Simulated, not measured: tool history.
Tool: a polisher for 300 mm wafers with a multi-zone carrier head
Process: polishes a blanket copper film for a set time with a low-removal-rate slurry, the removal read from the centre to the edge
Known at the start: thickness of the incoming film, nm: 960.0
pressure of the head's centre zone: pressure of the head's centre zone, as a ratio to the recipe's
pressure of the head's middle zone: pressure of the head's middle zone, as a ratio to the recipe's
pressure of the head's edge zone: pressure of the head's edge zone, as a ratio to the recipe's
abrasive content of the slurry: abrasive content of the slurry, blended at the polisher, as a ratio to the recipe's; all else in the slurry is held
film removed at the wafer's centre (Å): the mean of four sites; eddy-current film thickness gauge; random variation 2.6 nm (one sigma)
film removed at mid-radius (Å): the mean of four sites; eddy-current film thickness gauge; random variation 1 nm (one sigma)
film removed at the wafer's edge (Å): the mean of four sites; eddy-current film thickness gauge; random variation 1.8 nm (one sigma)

| run | hour | flow of slurry (ml/min) | pressure of the head's centre zone | pressure of the head's middle zone | pressure of the head's edge zone | abrasive content of the slurry | polishing time (s) | film removed at the wafer's centre (Å) | film removed at mid-radius (Å) | film removed at the wafer's edge (Å) |
|---|---|---|---|---|---|---|---|---|---|---|
| 1 | 0 | 295 | 1 | 1 | 1 | 1 | 58 | 1143.6 | 1285.6 | 1232.3 |
| 2 | 2.9 | 300 | 1.03 | 0.99 | 1.03 | 1.1 | 60 | 1199.5 | 1328 | 1304.4 |
| 3 | 11.1 | 305 | 1.06 | 0.97 | 1.03 | 1.15 | 63 | 1366.8 | 1392.2 | 1420 |
| 4 | 17 | 305 | 1.06 | 0.94 | 1.03 | 1.15 | 63 | 1346.4 | 1362.6 | 1396.6 |
| 5 | 24.1 | 305 | 1.06 | 0.99 | 1.03 | 1.15 | 63 | 1366.3 | 1417.8 | 1421.6 |
| 6 | 26 | 305 | 1.02 | 0.99 | 1.03 | 1.15 | 63 | 1273.4 | 1416.5 | 1379.4 |
| 7 | 28.3 | 350 | 1.12 | 1.05 | 1.13 | 1.4 | 64 | 1547.5 | 1580.3 | 1536.1 |

The next listed run, before its measurement:
| 8 | 34.8 | 350 | 1.13 | 1.04 | 1.14 | 1.4 | 65 | ? | ? | ? |

film removed at the wafer's centre (Å): 1584
film removed at mid-radius (Å): 1571.4
film removed at the wafer's edge (Å): 1583.7
